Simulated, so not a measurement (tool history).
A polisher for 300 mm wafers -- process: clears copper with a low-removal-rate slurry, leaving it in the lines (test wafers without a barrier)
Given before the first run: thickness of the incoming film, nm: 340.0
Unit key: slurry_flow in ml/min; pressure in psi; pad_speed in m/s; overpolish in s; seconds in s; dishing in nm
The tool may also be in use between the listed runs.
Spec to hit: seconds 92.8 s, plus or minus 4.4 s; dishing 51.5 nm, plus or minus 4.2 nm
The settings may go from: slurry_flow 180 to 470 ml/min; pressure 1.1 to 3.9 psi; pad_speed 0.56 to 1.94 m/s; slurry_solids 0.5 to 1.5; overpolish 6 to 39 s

run 1 hour=0 | slurry_flow=300 pressure=2.5 pad_speed=1.24 slurry_solids=1 overpolish=20 | seconds=131.66 dishing=33.906
run 2 hour=3.1 | slurry_flow=300 pressure=2 pad_speed=1.24 slurry_solids=1 overpolish=20 | seconds=158.49 dishing=27.963
run 3 hour=7.3 | slurry_flow=300 pressure=2 pad_speed=1.56 slurry_solids=1 overpolish=20 | seconds=130.84 dishing=33.976
run 4 hour=13.3 | slurry_flow=300 pressure=1.4 pad_speed=1.56 slurry_solids=1 overpolish=20 | seconds=182.88 dishing=25.171
run 5 hour=18.9 | slurry_flow=240 pressure=1.4 pad_speed=1.56 slurry_solids=1 overpolish=20 | seconds=186.89 dishing=23.876
run 6 hour=24.7 | slurry_flow=240 pressure=1.4 pad_speed=1.32 slurry_solids=1 overpolish=20 | seconds=217.68 dishing=21.28
run 7 hour=27.6 | slurry_flow=255 pressure=1.9 pad_speed=1.34 slurry_solids=1 overpolish=21 | seconds=163.23 dishing=28.681
run 8 hour=34.8 | slurry_flow=255 pressure=2.2 pad_speed=1.34 slurry_solids=1 overpolish=22 | seconds=136.79 dishing=32.701
run 9 hour=37.5 | slurry_flow=265 pressure=2.4 pad_speed=1.34 slurry_solids=1 overpolish=23 | seconds=124.87 dishing=36.747
run 10 hour=41.8 | slurry_flow=270 pressure=2.6 pad_speed=1.34 slurry_solids=1 overpolish=24 | seconds=115.11 dishing=39.713
run 11 hour=43.6 | slurry_flow=275 pressure=2.7 pad_speed=1.34 slurry_solids=1 overpolish=25 | seconds=113.33 dishing=44.07
run 12 hour=51.3 | slurry_flow=275 pressure=2.8 pad_speed=1.34 slurry_solids=1 overpolish=25 | seconds=107.57 dishing=44.347
run 13 hour=54.5 | slurry_flow=275 pressure=2.9 pad_speed=1.34 slurry_solids=1 overpolish=25 | seconds=104.93 dishing=45.916
run 14 hour=56.4 | slurry_flow=275 pressure=2.9 pad_speed=1.34 slurry_solids=1 overpolish=25 | seconds=103.57 dishing=45.416
run 15 hour=65.4 | slurry_flow=280 pressure=3 pad_speed=1.34 slurry_solids=1 overpolish=25 | seconds=101.14 dishing=47.093
run 16 hour=66.3 | slurry_flow=280 pressure=3.1 pad_speed=1.34 slurry_solids=1 overpolish=25 | seconds=101.39 dishing=47.068

Which of these 4 next moves meets every target?
run A hour=67.2 | slurry_flow=265 pressure=2.9 pad_speed=1.64 slurry_solids=1.1 overpolish=31 | seconds=? dishing=?
run B hour=67.2 | slurry_flow=285 pressure=2.8 pad_speed=1.38 slurry_solids=1 overpolish=22 | seconds=? dishing=?
run C hour=67.2 | slurry_flow=220 pressure=3.3 pad_speed=1.38 slurry_solids=1.05 overpolish=26 | seconds=? dishing=?
run D hour=67.2 | slurry_flow=295 pressure=3.2 pad_speed=1.22 slurry_solids=1.1 overpolish=22 | seconds=? dishing=?

move=A seconds=85.895 dishing=55.054
move=B seconds=106.13 dishing=39.903
move=C seconds=92.53 dishing=48.964
move=D seconds=102.89 dishing=41.198
A: the result that was furthest off in the last run now lies on the other side of its target
B: moves away from the targets compared with the last run
C: in spec on every target
D: moves away from the targets compared with the last run
Answer: C

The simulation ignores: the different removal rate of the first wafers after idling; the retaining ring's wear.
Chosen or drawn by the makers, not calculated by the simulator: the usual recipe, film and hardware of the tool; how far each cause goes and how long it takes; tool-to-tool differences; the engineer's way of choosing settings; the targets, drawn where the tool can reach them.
